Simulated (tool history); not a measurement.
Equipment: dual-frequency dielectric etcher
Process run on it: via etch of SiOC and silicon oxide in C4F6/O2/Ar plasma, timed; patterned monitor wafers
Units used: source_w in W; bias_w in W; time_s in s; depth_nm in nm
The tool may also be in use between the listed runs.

Run 1, hour 0.0: source_w 270 W, bias_w 120 W, time_s 47 s. Result: depth_nm 43.032 nm.
Run 2, hour 1.0: source_w 270 W, bias_w 101 W, time_s 47 s. Result: depth_nm 40.155 nm.
Run 3, hour 2.8: source_w 270 W, bias_w 101 W, time_s 47 s. Result: depth_nm 40.224 nm.
Run 4, hour 3.5: source_w 290 W, bias_w 103 W, time_s 47 s. Result: depth_nm 41.765 nm.
Run 5, hour 9.6: source_w 330 W, bias_w 103 W, time_s 47 s. Result: depth_nm 44.106 nm.
Run 6, hour 14.7: source_w 330 W, bias_w 88 W, time_s 47 s. Result: depth_nm 41.642 nm.

Run 7 has not been measured yet. What should we expect?
Run 7, hour 17.2: source_w 340 W, bias_w 92 W, time_s 47 s. Result: depth_nm ?.

depth_nm: 42.577 nm

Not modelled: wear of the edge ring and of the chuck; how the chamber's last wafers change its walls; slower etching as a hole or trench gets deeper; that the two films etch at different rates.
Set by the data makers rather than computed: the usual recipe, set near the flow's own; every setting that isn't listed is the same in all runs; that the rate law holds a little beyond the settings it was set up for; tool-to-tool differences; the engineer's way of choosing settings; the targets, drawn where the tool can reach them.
